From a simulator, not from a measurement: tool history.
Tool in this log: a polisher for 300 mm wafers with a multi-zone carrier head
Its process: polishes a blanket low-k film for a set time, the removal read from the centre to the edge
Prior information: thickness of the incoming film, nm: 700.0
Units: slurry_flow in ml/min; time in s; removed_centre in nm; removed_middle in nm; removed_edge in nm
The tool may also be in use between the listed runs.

Run 1, day 0: slurry_flow 130 ml/min, centre_zone 1, middle_zone 1, edge_zone 1, slurry_solids 1, time 54 s. Result: removed_centre 18.413 nm, removed_middle 18.853 nm, removed_edge 18.824 nm.
Run 2, day 0.096: slurry_flow 125 ml/min, centre_zone 0.98, middle_zone 0.98, edge_zone 1, slurry_solids 0.95, time 54 s. Result: removed_centre 17.237 nm, removed_middle 18.402 nm, removed_edge 18.102 nm.
Run 3, day 0.442: slurry_flow 105 ml/min, centre_zone 0.98, middle_zone 0.98, edge_zone 1, slurry_solids 0.95, time 54 s. Result: removed_centre 16.64 nm, removed_middle 17.008 nm, removed_edge 18.077 nm.
Run 4, day 0.683: slurry_flow 100 ml/min, centre_zone 0.96, middle_zone 0.97, edge_zone 1, slurry_solids 0.95, time 54 s. Result: removed_centre 16.12 nm, removed_middle 16.762 nm, removed_edge 17.501 nm.
Run 5, day 0.921: slurry_flow 95 ml/min, centre_zone 0.94, middle_zone 0.96, edge_zone 1.01, slurry_solids 0.95, time 54 s. Result: removed_centre 15.161 nm, removed_middle 16.668 nm, removed_edge 17.543 nm.
Run 6, day 1.242: slurry_flow 120 ml/min, centre_zone 0.94, middle_zone 0.96, edge_zone 1.01, slurry_solids 0.95, time 54 s. Result: removed_centre 16.246 nm, removed_middle 17.648 nm, removed_edge 18.145 nm.

Predict the results of run 7:
Run 7, day 1.588: slurry_flow 85 ml/min, centre_zone 0.84, middle_zone 0.86, edge_zone 1, slurry_solids 0.8, time 54 s. Result: removed_centre ?, removed_middle ?, removed_edge ?.

Run 7 came out at removed_centre 12.113 nm, removed_middle 13.34 nm, removed_edge 15.798 nm.
